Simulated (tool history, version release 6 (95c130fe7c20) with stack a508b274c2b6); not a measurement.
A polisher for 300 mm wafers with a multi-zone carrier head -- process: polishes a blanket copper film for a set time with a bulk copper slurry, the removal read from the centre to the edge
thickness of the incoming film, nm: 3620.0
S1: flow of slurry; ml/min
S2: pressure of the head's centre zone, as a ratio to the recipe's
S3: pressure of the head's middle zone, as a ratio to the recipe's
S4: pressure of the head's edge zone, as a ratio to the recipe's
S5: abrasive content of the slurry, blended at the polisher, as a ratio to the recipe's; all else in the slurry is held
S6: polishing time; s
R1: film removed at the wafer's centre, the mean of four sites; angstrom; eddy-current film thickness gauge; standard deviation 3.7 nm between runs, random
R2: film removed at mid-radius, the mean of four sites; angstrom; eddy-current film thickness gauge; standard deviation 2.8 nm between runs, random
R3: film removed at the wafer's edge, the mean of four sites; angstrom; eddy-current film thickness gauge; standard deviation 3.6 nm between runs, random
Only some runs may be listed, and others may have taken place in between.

| run | hour | S1 | S2 | S3 | S4 | S5 | S6 | R1 | R2 | R3 |
|---|---|---|---|---|---|---|---|---|---|---|
| 1 | 0 | 175 | 1 | 1 | 1 | 1 | 72 | 6611.2 | 6048.4 | 5998.4 |
| 2 | 7.9 | 175 | 1 | 1 | 0.93 | 1 | 72 | 6624 | 6018.1 | 5745.9 |
| 3 | 16.6 | 165 | 0.96 | 0.97 | 0.92 | 0.9 | 65 | 5587.8 | 5077.1 | 5129.7 |
| 4 | 19.1 | 165 | 0.96 | 1.02 | 0.92 | 0.9 | 65 | 5644.3 | 5307.3 | 5069 |
| 5 | 25.9 | 160 | 0.93 | 1.01 | 0.91 | 0.8 | 59 | 4741 | 4689.6 | 4471.9 |
| 6 | 26.5 | 160 | 0.93 | 1.01 | 0.91 | 0.6 | 59 | 4555.4 | 4461.3 | 4218.2 |
| 7 | 28.8 | 155 | 0.91 | 0.98 | 0.9 | 0.6 | 56 | 4197.6 | 4101.7 | 3991.9 |
| 8 | 34.4 | 150 | 0.89 | 0.95 | 0.89 | 0.6 | 55 | 4066.2 | 3919.3 | 3948.1 |
| 9 | 43.3 | 120 | 0.81 | 0.88 | 0.88 | 0.5 | 44 | 2837.7 | 2787.8 | 2980.9 |
| 10 | 46.6 | 135 | 0.81 | 0.88 | 0.9 | 0.5 | 44 | 2901.5 | 2758.6 | 3010.9 |
| 11 | 53.1 | 140 | 0.81 | 0.9 | 0.93 | 0.55 | 44 | 2950.3 | 2948.2 | 3165.1 |
| 12 | 54.5 | 140 | 0.81 | 0.9 | 0.93 | 0.55 | 44 | 2920.1 | 2902.1 | 3100.2 |
| 13 | 60.5 | 150 | 0.82 | 0.9 | 0.95 | 0.6 | 44 | 3027.8 | 2969.2 | 3192.6 |
| 14 | 68.4 | 155 | 0.82 | 0.9 | 0.96 | 0.6 | 44 | 3052.8 | 3007.5 | 3278.1 |

Run 15 has not been measured yet. What should we expect?
|  | 74.7 | centre zone pressure recalibrated |
| 15 | 74.7 | 160 | 0.82 | 0.9 | 0.96 | 0.6 | 44 | ? | ? | ? |

R1: 2936.3 angstrom
R2: 3007.1 angstrom
R3: 3224.4 angstrom
